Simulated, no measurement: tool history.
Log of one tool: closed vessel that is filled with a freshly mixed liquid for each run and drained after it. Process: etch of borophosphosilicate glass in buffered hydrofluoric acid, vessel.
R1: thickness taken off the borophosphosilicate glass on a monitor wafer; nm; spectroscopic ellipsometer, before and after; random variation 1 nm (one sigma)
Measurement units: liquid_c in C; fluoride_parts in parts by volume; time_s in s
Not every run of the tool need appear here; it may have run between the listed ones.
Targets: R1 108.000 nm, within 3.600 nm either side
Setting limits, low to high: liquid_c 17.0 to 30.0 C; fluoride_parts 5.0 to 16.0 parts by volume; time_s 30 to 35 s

{"run": 1, "day": 0.0, "liquid_c": 22.0, "fluoride_parts": 9.5, "time_s": 35, "R1": 69.394}
{"run": 2, "day": 0.25, "liquid_c": 24.5, "fluoride_parts": 9.5, "time_s": 35, "R1": 79.406}
{"run": 3, "day": 0.296, "liquid_c": 26.0, "fluoride_parts": 9.5, "time_s": 35, "R1": 86.763}
{"run": 4, "day": 0.562, "liquid_c": 27.0, "fluoride_parts": 9.5, "time_s": 35, "R1": 91.885}
{"run": 5, "day": 0.7, "liquid_c": 28.0, "fluoride_parts": 9.5, "time_s": 35, "R1": 95.35}
{"run": 6, "day": 0.779, "liquid_c": 28.0, "fluoride_parts": 6.5, "time_s": 35, "R1": 136.83}
{"run": 7, "day": 0.988, "liquid_c": 27.0, "fluoride_parts": 6.5, "time_s": 35, "R1": 131.71}
{"run": 8, "day": 1.354, "liquid_c": 26.0, "fluoride_parts": 6.5, "time_s": 35, "R1": 123.53}
{"run": 9, "day": 1.567, "liquid_c": 25.5, "fluoride_parts": 6.5, "time_s": 35, "R1": 119.02}
{"run": 10, "day": 1.862, "liquid_c": 25.0, "fluoride_parts": 6.5, "time_s": 35, "R1": 116.47}

Below are 5 possible settings for the next run. Only one of them brings all results inside the allowed miss of their targets. Which is it?
{"run": "A", "day": 2.158, "liquid_c": 25.0, "fluoride_parts": 6.5, "time_s": 30, "R1": "?"}
{"run": "B", "day": 2.158, "liquid_c": 24.0, "fluoride_parts": 6.0, "time_s": 30, "R1": "?"}
{"run": "C", "day": 2.158, "liquid_c": 23.5, "fluoride_parts": 6.5, "time_s": 35, "R1": "?"}
{"run": "D", "day": 2.158, "liquid_c": 27.5, "fluoride_parts": 8.5, "time_s": 35, "R1": "?"}
{"run": "E", "day": 2.158, "liquid_c": 23.5, "fluoride_parts": 6.0, "time_s": 30, "R1": "?"}

move=A R1=100.370
move=B R1=102.110
move=C R1=108.050
move=D R1=100.350
move=E R1=99.407
A: carries the result that was furthest off beyond its target, to the other side
B: carries the result that was furthest off beyond its target, to the other side
C: in spec on every target
D: carries the result that was furthest off beyond its target, to the other side
E: carries the result that was furthest off beyond its target, to the other side
C is the move that brings every result within its allowed miss.
